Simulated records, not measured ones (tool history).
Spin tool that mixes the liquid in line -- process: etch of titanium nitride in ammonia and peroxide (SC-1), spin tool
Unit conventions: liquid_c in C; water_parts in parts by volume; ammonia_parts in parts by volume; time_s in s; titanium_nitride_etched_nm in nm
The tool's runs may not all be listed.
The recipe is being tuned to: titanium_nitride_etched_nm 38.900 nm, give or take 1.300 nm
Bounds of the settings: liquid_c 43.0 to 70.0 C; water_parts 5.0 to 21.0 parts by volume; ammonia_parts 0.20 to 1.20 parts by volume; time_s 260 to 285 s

{"run": 1, "hour": 0.0, "liquid_c": 59.0, "water_parts": 11.5, "ammonia_parts": 0.75, "time_s": 260, "titanium_nitride_etched_nm": 24.632}
{"run": 2, "hour": 0.9, "liquid_c": 55.5, "water_parts": 11.5, "ammonia_parts": 0.75, "time_s": 260, "titanium_nitride_etched_nm": 18.993}
{"run": 3, "hour": 5.6, "liquid_c": 55.5, "water_parts": 14.5, "ammonia_parts": 0.75, "time_s": 260, "titanium_nitride_etched_nm": 16.942}
{"run": 4, "hour": 10.2, "liquid_c": 55.5, "water_parts": 14.5, "ammonia_parts": 0.75, "time_s": 260, "titanium_nitride_etched_nm": 17.239}
{"run": 5, "hour": 14.4, "liquid_c": 55.5, "water_parts": 14.5, "ammonia_parts": 0.85, "time_s": 260, "titanium_nitride_etched_nm": 17.275}
{"run": 6, "hour": 15.6, "liquid_c": 57.5, "water_parts": 14.5, "ammonia_parts": 0.85, "time_s": 260, "titanium_nitride_etched_nm": 19.876}
{"run": 7, "hour": 19.0, "liquid_c": 59.0, "water_parts": 14.5, "ammonia_parts": 0.85, "time_s": 260, "titanium_nitride_etched_nm": 22.2}
{"run": 8, "hour": 25.3, "liquid_c": 60.5, "water_parts": 14.5, "ammonia_parts": 0.85, "time_s": 260, "titanium_nitride_etched_nm": 24.367}
{"run": 9, "hour": 34.2, "liquid_c": 61.5, "water_parts": 14.5, "ammonia_parts": 0.85, "time_s": 260, "titanium_nitride_etched_nm": 25.797}
{"run": 10, "hour": 35.9, "liquid_c": 62.5, "water_parts": 14.5, "ammonia_parts": 0.85, "time_s": 260, "titanium_nitride_etched_nm": 27.493}
{"run": 11, "hour": 38.7, "liquid_c": 63.5, "water_parts": 14.5, "ammonia_parts": 0.85, "time_s": 260, "titanium_nitride_etched_nm": 29.394}
{"run": 12, "hour": 40.0, "liquid_c": 64.0, "water_parts": 14.5, "ammonia_parts": 0.85, "time_s": 260, "titanium_nitride_etched_nm": 30.515}
{"run": 13, "hour": 48.9, "liquid_c": 64.5, "water_parts": 14.5, "ammonia_parts": 0.85, "time_s": 260, "titanium_nitride_etched_nm": 31.094}
{"run": 14, "hour": 55.9, "liquid_c": 65.0, "water_parts": 14.5, "ammonia_parts": 0.85, "time_s": 260, "titanium_nitride_etched_nm": 32.522}
{"run": 15, "hour": 56.6, "liquid_c": 65.5, "water_parts": 14.5, "ammonia_parts": 0.85, "time_s": 260, "titanium_nitride_etched_nm": 33.672}
{"run": 16, "hour": 63.6, "liquid_c": 65.5, "water_parts": 14.5, "ammonia_parts": 0.85, "time_s": 260, "titanium_nitride_etched_nm": 33.544}
{"run": 17, "hour": 71.2, "liquid_c": 66.0, "water_parts": 14.5, "ammonia_parts": 0.85, "time_s": 260, "titanium_nitride_etched_nm": 34.722}
{"run": 18, "hour": 72.9, "liquid_c": 66.5, "water_parts": 14.5, "ammonia_parts": 0.85, "time_s": 260, "titanium_nitride_etched_nm": 36.054}
{"run": 19, "hour": 78.9, "liquid_c": 67.0, "water_parts": 14.5, "ammonia_parts": 0.85, "time_s": 260, "titanium_nitride_etched_nm": 36.825}
{"hour": 81.5, "done": "thermometer replaced"}
{"run": 20, "hour": 81.5, "liquid_c": 67.5, "water_parts": 14.5, "ammonia_parts": 0.85, "time_s": 260, "titanium_nitride_etched_nm": 34.949}

Exactly one of the 5 candidate moves below puts every result within its allowed miss. Which one?
{"run": "A", "hour": 84.1, "liquid_c": 67.5, "water_parts": 13.0, "ammonia_parts": 1.0, "time_s": 285, "titanium_nitride_etched_nm": "?"}
{"run": "B", "hour": 84.1, "liquid_c": 66.0, "water_parts": 13.5, "ammonia_parts": 1.0, "time_s": 260, "titanium_nitride_etched_nm": "?"}
{"run": "C", "hour": 84.1, "liquid_c": 67.5, "water_parts": 13.5, "ammonia_parts": 0.95, "time_s": 270, "titanium_nitride_etched_nm": "?"}
{"run": "D", "hour": 84.1, "liquid_c": 66.0, "water_parts": 15.5, "ammonia_parts": 0.85, "time_s": 265, "titanium_nitride_etched_nm": "?"}
{"run": "E", "hour": 84.1, "liquid_c": 67.0, "water_parts": 11.0, "ammonia_parts": 0.85, "time_s": 285, "titanium_nitride_etched_nm": "?"}

move=A titanium_nitride_etched_nm=41.265
move=B titanium_nitride_etched_nm=33.585
move=C titanium_nitride_etched_nm=38.014
move=D titanium_nitride_etched_nm=30.968
move=E titanium_nitride_etched_nm=42.476
A: moves the result that the last run missed by most past its target, out the other side
B: lands further from the targets than the last run did
C: all results in spec
D: lands further from the targets than the last run did
E: moves the result that the last run missed by most past its target, out the other side
Answer: C

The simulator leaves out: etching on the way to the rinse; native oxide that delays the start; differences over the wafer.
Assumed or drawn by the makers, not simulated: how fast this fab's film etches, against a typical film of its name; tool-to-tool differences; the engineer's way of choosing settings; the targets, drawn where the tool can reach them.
